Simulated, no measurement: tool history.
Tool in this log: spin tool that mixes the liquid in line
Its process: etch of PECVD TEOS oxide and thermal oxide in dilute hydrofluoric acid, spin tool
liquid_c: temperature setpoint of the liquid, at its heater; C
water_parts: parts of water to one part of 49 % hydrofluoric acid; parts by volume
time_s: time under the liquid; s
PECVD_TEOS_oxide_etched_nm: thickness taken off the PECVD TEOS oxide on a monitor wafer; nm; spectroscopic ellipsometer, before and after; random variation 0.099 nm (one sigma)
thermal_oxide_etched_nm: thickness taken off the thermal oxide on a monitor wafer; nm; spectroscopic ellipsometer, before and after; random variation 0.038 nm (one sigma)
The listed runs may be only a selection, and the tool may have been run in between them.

Run 1, hour 0.0: liquid_c 25.0 C, water_parts 205 parts by volume, time_s 180 s. Result: PECVD_TEOS_oxide_etched_nm 8.6369 nm, thermal_oxide_etched_nm 4.0168 nm.
Run 2, hour 5.9: liquid_c 21.5 C, water_parts 205 parts by volume, time_s 180 s. Result: PECVD_TEOS_oxide_etched_nm 7.5690 nm, thermal_oxide_etched_nm 3.5227 nm.
Run 3, hour 11.5: liquid_c 23.0 C, water_parts 200 parts by volume, time_s 180 s. Result: PECVD_TEOS_oxide_etched_nm 8.2796 nm, thermal_oxide_etched_nm 3.8417 nm.
Run 4, hour 17.6: liquid_c 23.0 C, water_parts 200 parts by volume, time_s 245 s. Result: PECVD_TEOS_oxide_etched_nm 11.2220 nm, thermal_oxide_etched_nm 5.2165 nm.
Run 5, hour 18.5: liquid_c 23.0 C, water_parts 200 parts by volume, time_s 310 s. Result: PECVD_TEOS_oxide_etched_nm 14.3470 nm, thermal_oxide_etched_nm 6.6250 nm.
Run 6, hour 22.8: liquid_c 23.0 C, water_parts 200 parts by volume, time_s 355 s. Result: PECVD_TEOS_oxide_etched_nm 16.4810 nm, thermal_oxide_etched_nm 7.5718 nm.
Run 7, hour 29.1: liquid_c 22.0 C, water_parts 200 parts by volume, time_s 355 s. Result: PECVD_TEOS_oxide_etched_nm 15.5730 nm, thermal_oxide_etched_nm 7.2982 nm.
Run 8, hour 32.4: liquid_c 21.5 C, water_parts 200 parts by volume, time_s 355 s. Result: PECVD_TEOS_oxide_etched_nm 15.3470 nm, thermal_oxide_etched_nm 7.0959 nm.
Run 9, hour 41.1: liquid_c 21.0 C, water_parts 200 parts by volume, time_s 355 s. Result: PECVD_TEOS_oxide_etched_nm 15.0540 nm, thermal_oxide_etched_nm 7.0281 nm.
Run 10, hour 49.4: liquid_c 21.0 C, water_parts 200 parts by volume, time_s 355 s. Result: PECVD_TEOS_oxide_etched_nm 15.1370 nm, thermal_oxide_etched_nm 7.0416 nm.
Run 11, hour 54.7: liquid_c 20.5 C, water_parts 200 parts by volume, time_s 355 s. Result: PECVD_TEOS_oxide_etched_nm 14.9190 nm, thermal_oxide_etched_nm 6.9688 nm.
Run 12, hour 55.4: liquid_c 20.0 C, water_parts 200 parts by volume, time_s 355 s. Result: PECVD_TEOS_oxide_etched_nm 14.6550 nm, thermal_oxide_etched_nm 6.7866 nm.
Run 13, hour 61.4: liquid_c 19.5 C, water_parts 200 parts by volume, time_s 355 s. Result: PECVD_TEOS_oxide_etched_nm 14.2370 nm, thermal_oxide_etched_nm 6.6345 nm.

Run 14 comes next. What will it give?
Run 14, hour 64.8: liquid_c 19.0 C, water_parts 200 parts by volume, time_s 355 s. Result: PECVD_TEOS_oxide_etched_nm ?, thermal_oxide_etched_nm ?.

{"run 14": {"PECVD_TEOS_oxide_etched_nm": 13.855, "thermal_oxide_etched_nm": 6.5618}}
